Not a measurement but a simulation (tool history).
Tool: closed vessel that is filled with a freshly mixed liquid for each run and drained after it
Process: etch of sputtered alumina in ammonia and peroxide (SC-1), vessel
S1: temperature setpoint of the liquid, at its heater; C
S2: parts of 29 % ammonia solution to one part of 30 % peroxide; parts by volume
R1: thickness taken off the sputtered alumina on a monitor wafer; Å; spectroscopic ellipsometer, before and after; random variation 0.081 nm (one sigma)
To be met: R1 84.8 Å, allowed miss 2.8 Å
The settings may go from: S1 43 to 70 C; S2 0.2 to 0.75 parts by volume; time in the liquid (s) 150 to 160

run 1 hour=0 | S1=59 S2=0.45 time_in_the_liquid_(s)=150 | R1=159.17
run 2 hour=4.4 | S1=56.5 S2=0.45 time_in_the_liquid_(s)=150 | R1=141.02
run 3 hour=6.2 | S1=56.5 S2=0.35 time_in_the_liquid_(s)=150 | R1=137.11
run 4 hour=13 | S1=54.5 S2=0.35 time_in_the_liquid_(s)=150 | R1=123.27
run 5 hour=19.4 | S1=54.5 S2=0.5 time_in_the_liquid_(s)=150 | R1=126.48
run 6 hour=27.1 | S1=57 S2=0.5 time_in_the_liquid_(s)=150 | R1=143.97
run 7 hour=31.6 | S1=55 S2=0.5 time_in_the_liquid_(s)=150 | R1=129.13
run 8 hour=33.7 | S1=53.5 S2=0.5 time_in_the_liquid_(s)=150 | R1=121.06
run 9 hour=35.8 | S1=45.5 S2=0.5 time_in_the_liquid_(s)=150 | R1=77.422
run 10 hour=36.5 | S1=46 S2=0.5 time_in_the_liquid_(s)=150 | R1=80.141

Which of these 5 next moves meets every target?
run A hour=37.2 | S1=44 S2=0.65 time_in_the_liquid_(s)=155 | R1=?
run B hour=37.2 | S1=44.5 S2=0.4 time_in_the_liquid_(s)=160 | R1=?
run C hour=37.2 | S1=45.5 S2=0.45 time_in_the_liquid_(s)=150 | R1=?
run D hour=37.2 | S1=47 S2=0.55 time_in_the_liquid_(s)=150 | R1=?
run E hour=37.2 | S1=45 S2=0.55 time_in_the_liquid_(s)=150 | R1=?

move=A R1=74.789
move=B R1=75.828
move=C R1=76.067
move=D R1=84.323
move=E R1=75.382
A: further off than the last run
B: further off than the last run
C: further off than the last run
D: meets every target
E: further off than the last run
The right move is D.

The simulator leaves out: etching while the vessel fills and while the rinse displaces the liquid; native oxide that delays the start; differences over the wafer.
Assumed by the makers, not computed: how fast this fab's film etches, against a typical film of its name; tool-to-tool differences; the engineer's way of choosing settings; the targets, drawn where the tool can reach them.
